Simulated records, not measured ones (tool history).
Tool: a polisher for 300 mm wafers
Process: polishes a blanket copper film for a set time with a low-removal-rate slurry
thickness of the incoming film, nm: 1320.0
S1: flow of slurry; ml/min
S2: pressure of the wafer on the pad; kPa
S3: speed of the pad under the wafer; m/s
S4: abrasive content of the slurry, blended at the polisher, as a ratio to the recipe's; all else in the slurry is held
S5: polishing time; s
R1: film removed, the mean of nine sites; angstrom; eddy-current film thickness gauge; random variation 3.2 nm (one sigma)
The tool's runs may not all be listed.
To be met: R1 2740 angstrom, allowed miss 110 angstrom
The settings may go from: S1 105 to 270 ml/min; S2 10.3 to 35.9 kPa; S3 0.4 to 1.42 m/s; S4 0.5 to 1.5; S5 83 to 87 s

run	hour	S1	S2	S3	S4	S5	R1
1	0	175	22.8	0.9	1	83	2023.4
2	0.7	175	24.1	0.9	1	83	2137.7
3	2.1	135	24.1	0.9	1	83	2025.8
4	2.9	135	24.1	0.9	1.15	83	2121.3
5	10.6	135	20	0.9	1.15	83	1753.3
6	15.9	135	20	0.74	1.15	83	1479.6
7	21.1	145	22.8	0.74	1.15	83	1678.7
8	29	150	24.8	0.74	1.15	83	1865.9
9	36.7	155	26.2	0.74	1.15	83	1994.8
10	44.8	160	27.6	0.74	1.15	83	2067.5
11	51.4	165	29	0.74	1.15	83	2187.1
12	54.3	170	30.3	0.74	1.15	83	2276.1
13	60	170	31	0.74	1.15	83	2363.5
14	61	180	34.5	0.74	1.15	83	2571.9

Which of these 5 next moves meets every target?
A	62	190	35.2	0.8	1.25	83	?
B	62	180	30.3	0.8	1.15	83	?
C	62	190	33.1	0.68	1	87	?
D	62	150	34.5	0.76	1.15	87	?
E	62	225	31.7	0.66	1.2	86	?

move	R1
A	2916.5
B	2466.3
C	2367.9
D	2703
E	2304.5
A: takes the result that was furthest off past its target
B: further off than the last run
C: further off than the last run
D: meets every target
E: further off than the last run
Answer: D

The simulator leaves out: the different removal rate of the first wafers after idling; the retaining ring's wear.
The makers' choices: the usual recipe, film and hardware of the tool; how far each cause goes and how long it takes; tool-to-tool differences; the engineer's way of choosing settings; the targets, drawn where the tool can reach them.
